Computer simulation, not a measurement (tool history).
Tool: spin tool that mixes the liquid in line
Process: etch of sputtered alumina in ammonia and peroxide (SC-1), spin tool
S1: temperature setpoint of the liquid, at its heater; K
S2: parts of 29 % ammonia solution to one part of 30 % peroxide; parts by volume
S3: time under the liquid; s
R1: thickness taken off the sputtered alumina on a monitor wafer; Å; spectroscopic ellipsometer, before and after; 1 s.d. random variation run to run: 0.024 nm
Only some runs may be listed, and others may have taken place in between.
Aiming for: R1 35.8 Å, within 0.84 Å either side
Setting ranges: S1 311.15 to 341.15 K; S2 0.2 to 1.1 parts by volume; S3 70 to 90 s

run	hour	S1	S2	S3	R1
1	0	325.15	0.6	90	31.416
2	0.7	325.65	0.6	90	32.756
3	5.1	320.15	0.6	90	23.72
4	5.8	320.15	0.6	90	23.52
5	14.9	321.65	0.6	90	26.265
6	17.5	322.65	0.6	90	27.502
7	26.1	323.65	0.6	90	29.113
8	32.7	324.15	0.6	90	29.654
9	37.8	324.65	0.6	90	30.581
10	39.8	325.15	0.6	90	31.632
11	46.9	325.65	0.6	90	32.457

Next run, 4 choices. One meets every target within its allowed miss, the rest don't. Which?
A	54	328.15	0.8	70	?
B	54	326.65	0.6	90	?
C	54	326.15	0.65	90	?
D	54	327.15	0.7	90	?

move	R1
A	29.772
B	34.382
C	33.725
D	35.835
A: its largest miss is bigger than the last run's
B: nearer than the last run, and not there yet
C: nearer than the last run, and not there yet
D: in spec on every target
Move D is the one to make.
